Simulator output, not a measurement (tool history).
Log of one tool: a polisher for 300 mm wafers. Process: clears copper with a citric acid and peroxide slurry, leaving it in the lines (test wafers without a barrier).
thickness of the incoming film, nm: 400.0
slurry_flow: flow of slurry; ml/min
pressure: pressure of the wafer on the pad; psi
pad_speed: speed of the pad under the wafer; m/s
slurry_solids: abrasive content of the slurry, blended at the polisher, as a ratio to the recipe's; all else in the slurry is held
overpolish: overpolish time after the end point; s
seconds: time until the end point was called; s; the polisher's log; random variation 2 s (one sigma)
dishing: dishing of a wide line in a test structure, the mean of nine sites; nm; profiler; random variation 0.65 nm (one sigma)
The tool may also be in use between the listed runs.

Run 1, hour 0: slurry_flow 260 ml/min, pressure 4.1 psi, pad_speed 1.24 m/s, slurry_solids 1, overpolish 9 s. Result: seconds 76.476 s, dishing 29.426 nm.
Run 2, hour 2.5: slurry_flow 315 ml/min, pressure 4.1 psi, pad_speed 1.24 m/s, slurry_solids 1, overpolish 9 s. Result: seconds 77.309 s, dishing 28.8 nm.
Run 3, hour 6.7: slurry_flow 315 ml/min, pressure 4.1 psi, pad_speed 1.24 m/s, slurry_solids 1.15, overpolish 9 s. Result: seconds 72.382 s, dishing 28.331 nm.
Run 4, hour 12.9: slurry_flow 315 ml/min, pressure 4.1 psi, pad_speed 1.24 m/s, slurry_solids 1.15, overpolish 11 s. Result: seconds 76.107 s, dishing 35.232 nm.
Run 5, hour 21.9: slurry_flow 315 ml/min, pressure 4.1 psi, pad_speed 1.02 m/s, slurry_solids 1.15, overpolish 11 s. Result: seconds 85.869 s, dishing 30.883 nm.
Run 6, hour 27.7: slurry_flow 345 ml/min, pressure 4.1 psi, pad_speed 1.02 m/s, slurry_solids 1.15, overpolish 11 s. Result: seconds 85.667 s, dishing 29.995 nm.
Run 7, hour 30.9: slurry_flow 345 ml/min, pressure 4 psi, pad_speed 1.02 m/s, slurry_solids 1.15, overpolish 11 s. Result: seconds 90.151 s, dishing 29.47 nm.
Run 8, hour 35.4: slurry_flow 345 ml/min, pressure 3.9 psi, pad_speed 1.02 m/s, slurry_solids 1.15, overpolish 11 s. Result: seconds 92.412 s, dishing 28.411 nm.
Run 9, hour 36: slurry_flow 345 ml/min, pressure 3.8 psi, pad_speed 1.02 m/s, slurry_solids 1.15, overpolish 11 s. Result: seconds 93.432 s, dishing 28.87 nm.

Run 10 comes next. What will it give?
Run 10, hour 38.5: slurry_flow 345 ml/min, pressure 3.7 psi, pad_speed 1.02 m/s, slurry_solids 1.15, overpolish 11 s. Result: seconds ?, dishing ?.

seconds: 96.387 s
dishing: 28.065 nm
